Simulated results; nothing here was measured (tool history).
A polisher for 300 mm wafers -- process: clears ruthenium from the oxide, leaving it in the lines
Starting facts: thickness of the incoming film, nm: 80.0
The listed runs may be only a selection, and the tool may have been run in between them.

run	hour	flow of slurry (ml/min)	pressure of the wafer on the pad (kPa)	speed of the pad under the wafer (cm/s)	overpolish time after the end point (s)	time until the end point was called (s)
1	0.0	155	11.0	90	7	85.193
2	4.0	155	10.3	90	7	88.402
3	7.2	155	9.7	90	7	90.683
4	9.8	155	9.0	90	7	93.601
5	17.2	195	9.0	90	7	94.309
6	21.5	195	9.0	100	7	82.515

Run 7 has not been measured yet. What should we expect?
7	25.6	195	8.3	98	7	?

{"run 7": {"time until the end point was called (s)": 91.714}}
